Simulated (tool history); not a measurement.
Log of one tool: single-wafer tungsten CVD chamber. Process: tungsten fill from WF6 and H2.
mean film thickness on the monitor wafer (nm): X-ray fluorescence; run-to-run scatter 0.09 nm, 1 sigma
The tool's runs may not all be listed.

run,hour,heater temperature setpoint (deg C),chamber pressure (mTorr),deposition time (s),mean film thickness on the monitor wafer (nm)
1,0,375,48300,9.6,21.683
2,3.2,384,48300,9.6,26.62
3,5.7,377,48100,9.6,22.703
4,7.3,373,47900,9.6,20.804
5,12.9,378,47900,9.6,23.173
6,17.8,373,47700,9.6,20.738

The next listed run, before its measurement:
7,20,370,47600,9.6,?

Run 7 came out at mean film thickness on the monitor wafer (nm) 19.219.
